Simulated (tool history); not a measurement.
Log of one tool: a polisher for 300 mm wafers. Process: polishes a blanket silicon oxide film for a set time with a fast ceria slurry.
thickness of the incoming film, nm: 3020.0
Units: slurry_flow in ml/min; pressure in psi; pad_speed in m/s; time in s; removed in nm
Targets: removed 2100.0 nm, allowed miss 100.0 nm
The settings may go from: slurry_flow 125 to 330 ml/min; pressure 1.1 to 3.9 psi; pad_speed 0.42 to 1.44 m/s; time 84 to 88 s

{"run": 1, "hour": 0.0, "slurry_flow": 210, "pressure": 2.5, "pad_speed": 0.92, "time": 84, "removed": 1194.1}
{"run": 2, "hour": 6.6, "slurry_flow": 210, "pressure": 2.5, "pad_speed": 0.8, "time": 84, "removed": 1034.6}
{"run": 3, "hour": 10.8, "slurry_flow": 210, "pressure": 2.8, "pad_speed": 0.82, "time": 84, "removed": 1160.7}
{"run": 4, "hour": 13.6, "slurry_flow": 210, "pressure": 2.5, "pad_speed": 0.82, "time": 84, "removed": 1050.6}
{"run": 5, "hour": 22.1, "slurry_flow": 245, "pressure": 2.5, "pad_speed": 0.82, "time": 84, "removed": 1072.0}
{"run": 6, "hour": 29.4, "slurry_flow": 245, "pressure": 2.5, "pad_speed": 0.82, "time": 84, "removed": 1111.7}
{"run": 7, "hour": 35.0, "slurry_flow": 250, "pressure": 2.8, "pad_speed": 0.84, "time": 84, "removed": 1258.5}
{"run": 8, "hour": 36.4, "slurry_flow": 255, "pressure": 3.0, "pad_speed": 0.86, "time": 84, "removed": 1352.1}
{"run": 9, "hour": 41.4, "slurry_flow": 255, "pressure": 3.2, "pad_speed": 0.88, "time": 84, "removed": 1538.1}
{"hour": 43.6, "done": "slurry nozzle cleaned"}
{"run": 10, "hour": 43.6, "slurry_flow": 255, "pressure": 3.3, "pad_speed": 0.88, "time": 84, "removed": 1650.3}
{"run": 11, "hour": 44.5, "slurry_flow": 255, "pressure": 3.4, "pad_speed": 0.88, "time": 84, "removed": 1656.8}
{"run": 12, "hour": 48.8, "slurry_flow": 255, "pressure": 3.5, "pad_speed": 0.88, "time": 84, "removed": 1680.8}
{"run": 13, "hour": 57.0, "slurry_flow": 260, "pressure": 3.6, "pad_speed": 0.88, "time": 84, "removed": 1800.5}
{"run": 14, "hour": 63.5, "slurry_flow": 260, "pressure": 3.7, "pad_speed": 0.88, "time": 84, "removed": 1784.3}
{"run": 15, "hour": 65.1, "slurry_flow": 265, "pressure": 3.7, "pad_speed": 0.9, "time": 84, "removed": 1853.6}
{"run": 16, "hour": 69.9, "slurry_flow": 270, "pressure": 3.8, "pad_speed": 0.92, "time": 84, "removed": 1957.6}

5 next moves are on the table. One of them brings every result within its allowed miss. Which?
{"run": "A", "hour": 74.7, "slurry_flow": 315, "pressure": 3.6, "pad_speed": 1.0, "time": 87, "removed": "?"}
{"run": "B", "hour": 74.7, "slurry_flow": 250, "pressure": 3.9, "pad_speed": 0.82, "time": 87, "removed": "?"}
{"run": "C", "hour": 74.7, "slurry_flow": 260, "pressure": 3.5, "pad_speed": 0.9, "time": 84, "removed": "?"}
{"run": "D", "hour": 74.7, "slurry_flow": 270, "pressure": 3.7, "pad_speed": 0.8, "time": 87, "removed": "?"}
{"run": "E", "hour": 74.7, "slurry_flow": 215, "pressure": 3.0, "pad_speed": 1.12, "time": 84, "removed": "?"}

move=A removed=2162.0
move=B removed=1886.5
move=C removed=1799.8
move=D removed=1764.4
move=E removed=1869.8
A: meets every target
B: further off than the last run
C: further off than the last run
D: further off than the last run
E: further off than the last run
The right move is A.

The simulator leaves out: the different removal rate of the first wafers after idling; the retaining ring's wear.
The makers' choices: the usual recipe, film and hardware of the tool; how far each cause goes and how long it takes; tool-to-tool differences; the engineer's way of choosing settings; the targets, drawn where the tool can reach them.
